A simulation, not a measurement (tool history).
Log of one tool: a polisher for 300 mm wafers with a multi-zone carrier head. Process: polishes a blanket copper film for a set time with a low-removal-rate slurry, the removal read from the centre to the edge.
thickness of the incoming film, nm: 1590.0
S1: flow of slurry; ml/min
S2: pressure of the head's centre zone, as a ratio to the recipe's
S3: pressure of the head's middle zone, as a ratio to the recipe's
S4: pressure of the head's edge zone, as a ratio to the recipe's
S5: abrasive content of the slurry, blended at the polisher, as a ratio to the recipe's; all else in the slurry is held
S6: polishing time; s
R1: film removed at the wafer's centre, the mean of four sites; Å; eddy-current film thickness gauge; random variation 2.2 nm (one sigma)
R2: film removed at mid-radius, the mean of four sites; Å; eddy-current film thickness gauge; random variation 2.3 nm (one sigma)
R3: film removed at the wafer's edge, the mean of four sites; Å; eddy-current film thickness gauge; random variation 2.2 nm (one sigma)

run 1 hour=0 | S1=300 S2=1 S3=1 S4=1 S5=1 S6=56 | R1=1320.1 R2=1324.8 R3=1334.4
run 2 hour=2.4 | S1=300 S2=1 S3=1 S4=0.93 S5=1 S6=56 | R1=1294.3 R2=1330.8 R3=1329.5
run 3 hour=11 | S1=300 S2=1.01 S3=0.98 S4=0.93 S5=1.05 S6=57 | R1=1324.7 R2=1350.7 R3=1368.5
run 4 hour=13.9 | S1=300 S2=0.95 S3=0.98 S4=0.93 S5=1.05 S6=57 | R1=1247 R2=1341.8 R3=1386.9
run 5 hour=22.6 | S1=300 S2=0.9 S3=0.98 S4=0.93 S5=1.05 S6=57 | R1=1188.6 R2=1325.4 R3=1383.4
run 6 hour=31.4 | S1=300 S2=0.92 S3=0.97 S4=0.94 S5=1.1 S6=58 | R1=1230.8 R2=1368 R3=1427.3
run 7 hour=37.7 | S1=300 S2=0.94 S3=0.95 S4=0.95 S5=1.1 S6=59 | R1=1312.8 R2=1372.2 R3=1423
run 8 hour=43.7 | S1=295 S2=0.94 S3=0.94 S4=0.97 S5=1.1 S6=61 | R1=1356.6 R2=1390.6 R3=1489.9

Run 9 comes next. What will it give?
run 9 hour=46.5 | S1=295 S2=0.95 S3=0.93 S4=0.98 S5=1.1 S6=62 | R1=? R2=? R3=?

Run 9 gave R1 1384 Å, R2 1388.2 Å, R3 1507.4 Å.

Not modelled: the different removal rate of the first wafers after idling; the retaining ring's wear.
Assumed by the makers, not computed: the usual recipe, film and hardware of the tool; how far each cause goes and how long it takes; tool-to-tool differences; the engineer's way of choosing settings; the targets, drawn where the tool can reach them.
